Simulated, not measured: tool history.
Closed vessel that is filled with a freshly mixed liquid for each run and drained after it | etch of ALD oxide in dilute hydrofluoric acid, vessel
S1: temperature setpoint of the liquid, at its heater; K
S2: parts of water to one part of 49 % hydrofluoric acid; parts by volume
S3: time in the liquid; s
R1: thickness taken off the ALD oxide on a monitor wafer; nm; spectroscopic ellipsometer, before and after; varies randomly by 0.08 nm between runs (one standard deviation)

run	hour	S1	S2	S3	R1
1	0	294.15	155	150	17.75
2	4.8	294.15	200	150	13.187
3	9.3	295.15	200	150	13.699
4	13.7	295.15	180	150	15.586
5	22.2	295.15	180	150	15.556
6	29.1	295.65	180	150	15.883
7	32.7	296.15	180	150	16.099

What does the tool deliver on the next run?
8	35.8	296.65	180	150	?

R1: 16.408 nm
